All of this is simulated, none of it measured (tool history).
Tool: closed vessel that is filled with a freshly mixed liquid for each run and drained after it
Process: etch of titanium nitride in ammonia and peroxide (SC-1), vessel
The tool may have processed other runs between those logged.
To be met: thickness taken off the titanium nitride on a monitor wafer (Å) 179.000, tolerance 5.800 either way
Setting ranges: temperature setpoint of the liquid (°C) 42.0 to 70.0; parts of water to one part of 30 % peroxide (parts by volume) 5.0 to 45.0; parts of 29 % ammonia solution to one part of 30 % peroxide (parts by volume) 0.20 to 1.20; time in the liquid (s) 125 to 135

| run | hour | temperature setpoint of the liquid (°C) | parts of water to one part of 30 % peroxide (parts by volume) | parts of 29 % ammonia solution to one part of 30 % peroxide (parts by volume) | time in the liquid (s) | thickness taken off the titanium nitride on a monitor wafer (Å) |
|---|---|---|---|---|---|---|
| 1 | 0.0 | 58.0 | 25.0 | 0.85 | 125 | 82.332 |
| 2 | 3.1 | 59.5 | 25.0 | 0.85 | 125 | 90.828 |
| 3 | 7.7 | 59.5 | 25.0 | 0.85 | 135 | 96.950 |
| 4 | 14.4 | 59.5 | 32.0 | 0.85 | 135 | 85.429 |
| 5 | 18.2 | 60.5 | 31.5 | 0.85 | 135 | 92.259 |
| 6 | 21.8 | 60.5 | 28.0 | 0.85 | 135 | 97.835 |
| 7 | 31.0 | 61.5 | 27.5 | 0.85 | 135 | 106.460 |
| 8 | 35.2 | 61.5 | 27.5 | 0.85 | 135 | 106.770 |
| 9 | 43.1 | 62.5 | 27.5 | 0.85 | 135 | 112.400 |
| 10 | 50.7 | 63.5 | 27.5 | 0.85 | 135 | 121.420 |
| 11 | 54.1 | 64.0 | 27.5 | 0.85 | 135 | 125.270 |
| 12 | 59.4 | 64.5 | 27.5 | 0.85 | 135 | 129.560 |
| 13 | 61.3 | 65.0 | 27.5 | 0.85 | 135 | 131.720 |

Which of these 4 next moves meets every target?
| A | 63.2 | 70.0 | 27.5 | 0.75 | 135 | ? |
| B | 63.2 | 66.5 | 19.5 | 0.80 | 125 | ? |
| C | 63.2 | 59.5 | 20.5 | 1.05 | 130 | ? |
| D | 63.2 | 69.0 | 26.5 | 0.80 | 130 | ? |

| move | thickness taken off the titanium nitride on a monitor wafer (Å) |
|---|---|
| A | 175.660 |
| B | 160.180 |
| C | 108.300 |
| D | 164.280 |
A: each result inside its tolerance
B: an improvement on the last run, though not all results are within tolerance
C: its largest miss is bigger than the last run's
D: an improvement on the last run, though not all results are within tolerance
A meets every target.
